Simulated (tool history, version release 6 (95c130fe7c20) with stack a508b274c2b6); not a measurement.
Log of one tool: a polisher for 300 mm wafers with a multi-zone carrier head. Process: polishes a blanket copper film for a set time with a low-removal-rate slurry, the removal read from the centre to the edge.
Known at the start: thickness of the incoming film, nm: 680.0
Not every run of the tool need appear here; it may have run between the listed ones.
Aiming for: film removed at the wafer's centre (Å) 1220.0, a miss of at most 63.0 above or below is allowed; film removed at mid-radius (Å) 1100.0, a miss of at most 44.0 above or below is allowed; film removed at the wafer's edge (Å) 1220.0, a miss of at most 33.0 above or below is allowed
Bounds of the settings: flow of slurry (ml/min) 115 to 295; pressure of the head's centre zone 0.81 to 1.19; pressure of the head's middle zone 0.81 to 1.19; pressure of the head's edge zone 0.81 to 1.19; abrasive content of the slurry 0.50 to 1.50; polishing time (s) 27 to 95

run  hour  flow of slurry (ml/min)  pressure of the head's centre zone  pressure of the head's middle zone  pressure of the head's edge zone  abrasive content of the slurry  polishing time (s)  film removed at the wafer's centre (Å)  film removed at mid-radius (Å)  film removed at the wafer's edge (Å)
  1   0.0                      190                                1.00                                1.00                              1.00                            1.00                  61                                  1681.7                          1697.1                                1621.9
  2   5.5                      180                                0.99                                0.96                              0.99                            0.90                  59                                  1515.3                          1524.0                                1554.3
  3   7.6                      180                                1.01                                0.94                              0.97                            0.80                  57                                  1429.6                          1390.6                                1413.5
  4  10.8                      175                                1.01                                0.91                              0.94                            0.75                  57                                  1418.3                          1366.6                                1393.3
  5  19.0                      175                                1.01                                0.91                              0.94                            0.65                  57                                  1379.3                          1314.2                                1349.5
  6  23.7                      170                                1.01                                0.89                              0.93                            0.60                  56                                  1311.6                          1234.7                                1288.5
  7  28.7                      165                                1.01                                0.87                              0.92                            0.60                  56                                  1337.2                          1196.9                                1292.6
  8  35.6                      165                                1.01                                0.87                              0.92                            0.60                  56                                  1329.0                          1235.8                                1287.5
  9  39.9                      160                                1.01                                0.86                              0.93                            0.60                  56                                  1322.4                          1227.4                                1276.4

4 next moves are on the table. One of them brings every result within its allowed miss. Which?
  A  44.2                      155                                0.99                                0.91                              0.92                            0.65                  58                                       ?                               ?                                     ?
  B  44.2                      115                                1.19                                1.19                              0.87                            1.05                  51                                       ?                               ?                                     ?
  C  44.2                      115                                0.93                                1.07                              0.95                            0.65                  61                                       ?                               ?                                     ?
  D  44.2                      285                                0.94                                0.81                              0.96                            0.50                  51                                       ?                               ?                                     ?

move  film removed at the wafer's centre (Å)  film removed at mid-radius (Å)  film removed at the wafer's edge (Å)
   A                                  1322.2                          1311.4                                1351.0
   B                                  1393.2                          1439.5                                1216.9
   C                                  1206.8                          1437.7                                1360.0
   D                                  1167.2                          1106.0                                1227.4
A: the biggest miss grows against the last run
B: the biggest miss grows against the last run
C: the biggest miss grows against the last run
D: all results in spec
Go with D: it meets all targets.

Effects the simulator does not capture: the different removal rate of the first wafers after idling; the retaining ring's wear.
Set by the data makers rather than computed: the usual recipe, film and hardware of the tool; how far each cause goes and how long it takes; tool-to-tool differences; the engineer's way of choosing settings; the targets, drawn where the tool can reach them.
